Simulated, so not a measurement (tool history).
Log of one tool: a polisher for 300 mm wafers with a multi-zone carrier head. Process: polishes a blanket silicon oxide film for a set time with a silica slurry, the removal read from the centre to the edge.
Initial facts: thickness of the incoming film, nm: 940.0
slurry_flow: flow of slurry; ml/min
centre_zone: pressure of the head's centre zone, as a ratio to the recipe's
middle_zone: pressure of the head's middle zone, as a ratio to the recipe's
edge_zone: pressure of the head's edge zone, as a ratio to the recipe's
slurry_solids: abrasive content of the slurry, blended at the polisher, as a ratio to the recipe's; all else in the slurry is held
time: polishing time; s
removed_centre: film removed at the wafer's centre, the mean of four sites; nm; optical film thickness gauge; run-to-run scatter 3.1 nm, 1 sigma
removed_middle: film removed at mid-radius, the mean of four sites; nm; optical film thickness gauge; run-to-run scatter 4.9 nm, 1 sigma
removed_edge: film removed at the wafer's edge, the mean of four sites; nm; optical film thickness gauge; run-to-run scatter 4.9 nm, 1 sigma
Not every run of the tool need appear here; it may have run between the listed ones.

| run | hour | slurry_flow | centre_zone | middle_zone | edge_zone | slurry_solids | time | removed_centre | removed_middle | removed_edge |
|---|---|---|---|---|---|---|---|---|---|---|
| 1 | 0 | 275 | 1 | 1 | 1 | 1 | 68 | 338.72 | 348.83 | 343.14 |
| 2 | 8.8 | 275 | 1 | 0.95 | 1 | 1 | 68 | 338.75 | 339.28 | 343.12 |
| 3 | 13.2 | 280 | 1 | 0.98 | 1.05 | 1.15 | 68 | 371.92 | 370.7 | 385.59 |
| 4 | 21.5 | 310 | 1 | 0.98 | 1.05 | 1.15 | 68 | 374.19 | 378.17 | 390.5 |
| 5 | 23.9 | 310 | 1 | 0.98 | 1.05 | 1 | 68 | 346.76 | 351.6 | 359.19 |
| 6 | 27.3 | 325 | 1.01 | 1.02 | 1.09 | 1.1 | 68 | 367.99 | 381.08 | 387.53 |
| 7 | 32.6 | 335 | 1.02 | 1.04 | 1.12 | 1.15 | 68 | 381.59 | 409.63 | 397.91 |
| 8 | 37.2 | 345 | 1.02 | 1.03 | 1.14 | 1.2 | 68 | 390.64 | 399.41 | 418.73 |
| 9 | 44 | 345 | 1.02 | 1.03 | 1.14 | 1.2 | 68 | 391.09 | 401.52 | 417.92 |
| 10 | 46.5 | 350 | 1.02 | 1.04 | 1.15 | 1.25 | 68 | 400.48 | 429.69 | 428.47 |

Run 11, settings as shown, results not yet in. Your forecast:
| 11 | 54.6 | 355 | 1.03 | 1.04 | 1.16 | 1.3 | 68 | ? | ? | ? |

removed_centre: 414.71 nm
removed_middle: 428.28 nm
removed_edge: 433.2 nm
